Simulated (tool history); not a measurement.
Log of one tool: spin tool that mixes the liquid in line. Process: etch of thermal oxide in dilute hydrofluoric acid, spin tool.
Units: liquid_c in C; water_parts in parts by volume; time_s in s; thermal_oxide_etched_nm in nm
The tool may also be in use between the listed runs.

run,hour,liquid_c,water_parts,time_s,thermal_oxide_etched_nm
1,0.0,21.0,120,290,10.1470
2,4.5,22.5,110,290,12.1200
3,11.9,22.5,150,290,8.3795
4,15.6,22.5,150,290,8.5007
5,17.5,23.5,140,290,9.5206
6,19.6,23.5,120,290,11.2370
7,26.9,24.5,110,290,12.9370
8,32.2,25.0,105,290,14.0010
9,39.5,25.5,100,290,14.9920
10,47.7,25.5,100,290,15.2350
11,51.9,29.0,75,290,23.6440
12,60.2,28.5,75,290,23.9420

Forecast run 13:
13,66.2,28.0,75,290,?

{"run 13": {"thermal_oxide_etched_nm": 22.988}}

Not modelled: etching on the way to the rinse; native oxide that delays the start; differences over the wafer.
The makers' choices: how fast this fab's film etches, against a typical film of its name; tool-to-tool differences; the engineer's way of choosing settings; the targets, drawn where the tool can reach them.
